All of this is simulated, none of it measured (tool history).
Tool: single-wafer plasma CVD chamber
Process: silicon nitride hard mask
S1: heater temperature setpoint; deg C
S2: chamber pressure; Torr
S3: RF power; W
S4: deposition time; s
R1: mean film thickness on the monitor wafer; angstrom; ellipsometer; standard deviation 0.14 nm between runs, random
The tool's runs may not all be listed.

| run | hour | S1 | S2 | S3 | S4 | R1 |
|---|---|---|---|---|---|---|
| 1 | 0 | 415 | 1.85 | 335 | 38 | 452.97 |
| 2 | 2 | 411 | 1.85 | 335 | 38 | 455.92 |
| 3 | 8.9 | 411 | 1.68 | 325 | 38 | 436.73 |
| 4 | 15.9 | 411 | 1.48 | 325 | 38 | 413.61 |
| 5 | 18.2 | 412 | 1.39 | 320 | 38 | 398.44 |
| 6 | 20.3 | 414 | 1.34 | 320 | 38 | 392.79 |
| 7 | 22.2 | 417 | 1.31 | 320 | 38 | 388.95 |

What will run 8 give?
| 8 | 28.5 | 419 | 1.28 | 320 | 38 | ? |

{"run 8": {"R1": 387.48}}

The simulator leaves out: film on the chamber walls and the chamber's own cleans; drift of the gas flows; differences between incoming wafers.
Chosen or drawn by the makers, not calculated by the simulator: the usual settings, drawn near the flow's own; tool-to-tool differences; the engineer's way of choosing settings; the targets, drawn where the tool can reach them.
